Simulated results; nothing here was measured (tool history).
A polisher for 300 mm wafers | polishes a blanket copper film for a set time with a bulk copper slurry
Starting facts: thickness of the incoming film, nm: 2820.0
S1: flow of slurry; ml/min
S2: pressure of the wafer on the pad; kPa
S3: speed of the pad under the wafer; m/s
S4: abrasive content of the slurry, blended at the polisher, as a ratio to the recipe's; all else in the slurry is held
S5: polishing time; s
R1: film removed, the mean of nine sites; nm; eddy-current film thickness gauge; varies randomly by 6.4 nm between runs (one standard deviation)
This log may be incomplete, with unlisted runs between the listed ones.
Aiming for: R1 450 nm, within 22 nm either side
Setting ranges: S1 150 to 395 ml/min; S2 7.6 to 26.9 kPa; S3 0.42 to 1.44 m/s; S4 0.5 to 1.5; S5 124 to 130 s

run 1 day=0 | S1=250 S2=17.2 S3=0.92 S4=1 S5=124 | R1=803.76
run 2 day=0.133 | S1=250 S2=15.2 S3=0.9 S4=1 S5=124 | R1=683.76
run 3 day=0.183 | S1=250 S2=17.9 S3=0.9 S4=1 S5=124 | R1=810.73
run 4 day=0.508 | S1=250 S2=17.9 S3=0.9 S4=1 S5=130 | R1=862.8
run 5 day=0.688 | S1=250 S2=15.2 S3=0.88 S4=1 S5=130 | R1=697.01
run 6 day=0.767 | S1=220 S2=15.2 S3=0.88 S4=1 S5=130 | R1=695.27
run 7 day=0.812 | S1=220 S2=15.2 S3=0.88 S4=1 S5=130 | R1=701.47
-- day=0.896 slurry nozzle cleaned
run 8 day=0.896 | S1=220 S2=13.8 S3=0.88 S4=1 S5=130 | R1=669.22
run 9 day=1.042 | S1=220 S2=12.4 S3=0.86 S4=1 S5=130 | R1=606.93
run 10 day=1.196 | S1=220 S2=11 S3=0.84 S4=1 S5=130 | R1=526.93
run 11 day=1.362 | S1=220 S2=10.3 S3=0.84 S4=1 S5=130 | R1=503.37

Of the 5 settings listed for the next run, only one would bring every result within its allowed miss of target. Which one?
run A day=1.529 | S1=225 S2=10.3 S3=0.9 S4=1 S5=130 | R1=?
run B day=1.529 | S1=185 S2=10.3 S3=0.78 S4=0.9 S5=129 | R1=?
run C day=1.529 | S1=230 S2=11 S3=0.86 S4=1.05 S5=124 | R1=?
run D day=1.529 | S1=220 S2=8.3 S3=0.82 S4=1.1 S5=125 | R1=?
run E day=1.529 | S1=220 S2=8.3 S3=0.84 S4=1.2 S5=124 | R1=?

move=A R1=523.05
move=B R1=457.95
move=C R1=521.8
move=D R1=391.25
move=E R1=400.82
A: its largest miss is bigger than the last run's
B: in spec on every target
C: its largest miss is bigger than the last run's
D: moves the result that the last run missed by most past its target, out the other side
E: moves the result that the last run missed by most past its target, out the other side
So the answer is move B, the one that meets all the targets.

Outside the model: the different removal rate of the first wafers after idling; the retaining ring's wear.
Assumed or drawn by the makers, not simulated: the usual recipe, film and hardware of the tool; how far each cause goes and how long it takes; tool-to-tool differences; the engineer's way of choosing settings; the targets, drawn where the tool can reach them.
